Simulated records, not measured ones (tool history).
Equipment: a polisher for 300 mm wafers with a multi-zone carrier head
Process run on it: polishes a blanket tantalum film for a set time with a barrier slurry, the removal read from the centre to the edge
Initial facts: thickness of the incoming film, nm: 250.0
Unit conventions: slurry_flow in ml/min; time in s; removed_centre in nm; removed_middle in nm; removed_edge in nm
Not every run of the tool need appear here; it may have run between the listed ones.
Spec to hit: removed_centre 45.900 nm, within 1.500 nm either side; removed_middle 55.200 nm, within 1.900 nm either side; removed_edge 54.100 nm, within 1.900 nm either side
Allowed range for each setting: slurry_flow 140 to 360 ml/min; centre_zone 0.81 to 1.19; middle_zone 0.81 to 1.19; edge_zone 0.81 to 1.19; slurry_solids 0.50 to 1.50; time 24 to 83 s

run	hour	slurry_flow	centre_zone	middle_zone	edge_zone	slurry_solids	time	removed_centre	removed_middle	removed_edge
1	0.0	230	1.00	1.00	1.00	1.00	53	72.458	68.422	69.855
2	4.7	225	0.98	1.00	1.00	0.95	53	69.669	68.357	69.132
3	7.1	225	0.98	1.00	1.00	0.95	62	82.223	81.440	80.728
4	8.3	225	0.98	1.05	1.00	0.95	62	82.772	82.827	80.735
5	12.1	200	0.98	1.05	1.00	0.95	62	80.975	81.551	79.130
6	14.5	195	0.96	1.04	1.00	0.90	61	76.263	78.143	76.057
7	22.8	190	0.94	1.04	1.00	0.85	60	71.587	76.855	75.237
8	28.3	185	0.93	1.03	0.99	0.80	59	69.050	72.547	72.399
9	37.1	180	0.92	1.04	0.98	0.75	58	65.261	70.309	67.730
10	43.6	175	0.91	1.04	0.98	0.70	57	62.034	66.928	66.624
11	48.6	175	0.81	1.08	0.88	0.50	48	42.599	53.819	48.806
12	50.7	180	0.81	1.08	0.89	0.50	48	42.599	54.750	48.690
13	56.6	180	0.81	1.08	0.90	0.50	48	42.423	53.252	49.005
14	60.7	235	0.83	1.09	1.00	0.60	48	48.438	60.115	55.479

Next run, 5 choices. One meets every target within its allowed miss, the rest don't. Which?
A	64.8	200	0.82	1.04	0.99	0.60	47	?	?	?
B	64.8	175	0.81	1.13	0.96	0.60	49	?	?	?
C	64.8	230	0.84	1.15	1.08	0.50	48	?	?	?
D	64.8	210	0.81	1.13	1.00	0.55	49	?	?	?
E	64.8	175	0.84	1.16	1.03	0.50	50	?	?	?

move	removed_centre	removed_middle	removed_edge
A	46.167	54.840	53.374
B	46.366	59.935	53.842
C	46.865	59.132	54.666
D	46.851	60.336	54.781
E	46.430	59.327	53.831
A: all results in spec
B: neither nearer nor further off than the last run
C: closes in on the targets versus the last run, not all within tolerance yet
D: neither nearer nor further off than the last run
E: closes in on the targets versus the last run, not all within tolerance yet
The move that meets every target is A.
